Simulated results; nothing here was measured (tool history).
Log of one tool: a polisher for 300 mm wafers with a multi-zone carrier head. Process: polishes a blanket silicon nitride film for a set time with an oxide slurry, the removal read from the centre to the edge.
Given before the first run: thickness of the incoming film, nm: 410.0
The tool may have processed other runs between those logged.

| run | day | flow of slurry (ml/min) | pressure of the head's centre zone | pressure of the head's middle zone | pressure of the head's edge zone | abrasive content of the slurry | polishing time (s) | film removed at the wafer's centre (Å) | film removed at mid-radius (Å) | film removed at the wafer's edge (Å) |
|---|---|---|---|---|---|---|---|---|---|---|
| 1 | 0 | 270 | 1 | 1 | 1 | 1 | 40 | 243.8 | 234.15 | 241.54 |
| 2 | 0.262 | 275 | 1.02 | 1.01 | 1.01 | 1.1 | 40 | 257.09 | 250.52 | 248.11 |
| 3 | 0.554 | 275 | 1.02 | 1.01 | 1.01 | 1.3 | 40 | 276.66 | 271.65 | 271.23 |
| 4 | 0.821 | 275 | 1.02 | 1.01 | 1.01 | 1.3 | 34 | 231.91 | 231.04 | 228.96 |
| 5 | 1.108 | 275 | 1.04 | 1.01 | 1.02 | 1.35 | 36 | 261.61 | 241.5 | 255.05 |
| 6 | 1.171 | 275 | 1.04 | 1.01 | 1.02 | 1.5 | 36 | 268.79 | 259.07 | 256.2 |
| 7 | 1.5 | 280 | 1.06 | 1.03 | 1.03 | 1.5 | 37 | 286 | 262.05 | 271.8 |
| 8 | 1.704 | 280 | 1.07 | 1.04 | 1.02 | 1.5 | 38 | 297.91 | 277.35 | 274.93 |

Run 9 has not been measured yet. What should we expect?
| 9 | 1.988 | 280 | 1.08 | 1.05 | 1.03 | 1.5 | 39 | ? | ? | ? |

film removed at the wafer's centre (Å): 303.29
film removed at mid-radius (Å): 291.77
film removed at the wafer's edge (Å): 282.68

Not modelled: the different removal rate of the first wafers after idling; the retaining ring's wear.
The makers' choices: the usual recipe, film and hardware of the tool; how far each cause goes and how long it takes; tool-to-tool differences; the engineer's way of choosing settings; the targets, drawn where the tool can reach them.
